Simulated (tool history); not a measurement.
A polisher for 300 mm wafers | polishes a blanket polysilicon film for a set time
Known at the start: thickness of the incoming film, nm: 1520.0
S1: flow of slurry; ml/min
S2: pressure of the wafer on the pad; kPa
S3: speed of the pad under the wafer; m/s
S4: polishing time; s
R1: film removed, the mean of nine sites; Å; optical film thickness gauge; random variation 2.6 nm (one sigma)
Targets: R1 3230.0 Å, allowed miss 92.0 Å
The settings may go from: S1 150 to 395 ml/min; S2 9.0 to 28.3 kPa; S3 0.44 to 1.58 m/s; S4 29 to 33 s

run    day   S1    S2    S3  S4      R1
  1  0.000  250  18.6  1.00  33  2354.4
  2  0.292  250  19.3  1.00  33  2407.3
  3  0.488  185  19.3  1.00  33  2305.6
  4  0.683  185  19.3  0.86  33  2017.7
  5  1.012  200  20.7  0.86  33  2141.6
  6  1.375  235  20.7  0.86  33  2141.7
  7  1.450  235  22.1  0.88  33  2271.4
  8  1.733  235  23.4  0.90  33  2433.1
     1.888  -- worn pad replaced by a new one
  9  1.888  235  24.1  0.92  33  2855.3
 10  2.000  255  25.5  0.92  33  2988.5
 11  2.092  255  25.5  0.92  33  2996.4
 12  2.358  260  26.2  0.92  33  3011.4
 13  2.675  260  26.9  0.92  33  3120.8

Which of these 5 next moves meets every target?
  A  2.992  265  26.9  0.90  31   ?
  B  2.992  305  28.3  0.82  33   ?
  C  2.992  360  26.2  0.98  32   ?
  D  2.992  260  26.2  1.06  33   ?
  E  2.992  270  26.2  1.06  33   ?

move      R1
   A  2840.3
   B  2893.3
   C  3202.3
   D  3475.4
   E  3486.5
A: further off than the last run
B: further off than the last run
C: meets every target
D: takes the result that was furthest off past its target
E: takes the result that was furthest off past its target
The right move is C.
